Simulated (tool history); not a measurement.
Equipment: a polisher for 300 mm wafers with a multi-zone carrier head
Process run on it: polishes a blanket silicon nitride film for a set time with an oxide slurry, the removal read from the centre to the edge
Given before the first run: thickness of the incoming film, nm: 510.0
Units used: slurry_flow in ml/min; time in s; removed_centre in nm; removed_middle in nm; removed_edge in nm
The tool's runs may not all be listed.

run,day,slurry_flow,centre_zone,middle_zone,edge_zone,slurry_solids,time,removed_centre,removed_middle,removed_edge
1,0,160,1,1,1,1,84,33.419,33.44,33.354
2,0.133,155,1.02,0.95,0.98,0.85,78,29.413,27.718,29.226
3,0.188,155,1.05,0.92,0.96,0.75,73,27.402,24.185,25.269
4,0.542,145,1.05,0.89,0.95,0.65,71,24.284,21.828,23.483
5,0.888,145,1.12,0.89,0.95,0.65,71,26.285,21.392,23.938
6,1,175,1.12,0.89,0.95,0.65,71,27.785,21.922,24.211
7,1.092,165,1.11,0.87,0.94,0.6,70,26.026,20.579,22.522
8,1.292,155,1.11,0.85,0.94,0.55,70,24.079,19.005,22.205
9,1.667,150,1.11,0.84,0.92,0.55,70,24.207,18.269,21.491
10,1.762,145,1.1,0.84,0.91,0.55,70,24.185,19.003,21.564

The next listed run, before its measurement:
11,1.983,145,1.1,0.84,0.91,0.55,70,?,?,?

Logged for run 11: removed_centre 24.609 nm, removed_middle 18.607 nm, removed_edge 21.307 nm.
